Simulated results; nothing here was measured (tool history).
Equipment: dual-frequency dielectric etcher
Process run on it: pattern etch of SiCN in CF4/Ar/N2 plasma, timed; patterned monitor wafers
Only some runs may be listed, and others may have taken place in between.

| run | day | source power (kW) | bias power (kW) | Ar flow (sccm) | CF4 flow (sccm) | etch time (s) | mean etch depth across the wafer (nm) |
|---|---|---|---|---|---|---|---|
| 1 | 0.000 | 0.520 | 0.073 | 105 | 78 | 48 | 46.180 |
| 2 | 0.250 | 0.560 | 0.074 | 105 | 78 | 48 | 48.902 |
| 3 | 0.604 | 0.590 | 0.075 | 105 | 78 | 48 | 51.326 |
| 4 | 0.888 | 0.590 | 0.075 | 105 | 78 | 44 | 47.205 |
| 5 | 1.162 | 0.590 | 0.075 | 105 | 70 | 44 | 46.323 |
| 6 | 1.196 | 0.590 | 0.075 | 105 | 56 | 44 | 44.718 |
| 7 | 1.367 | 0.630 | 0.077 | 103 | 57 | 44 | 48.409 |
| 8 | 1.483 | 0.660 | 0.078 | 103 | 57 | 44 | 50.145 |

What does the tool deliver on the next run?
| 9 | 1.704 | 0.680 | 0.080 | 102 | 58 | 44 | ? |

{"run 9": {"mean etch depth across the wafer (nm)": 51.797}}
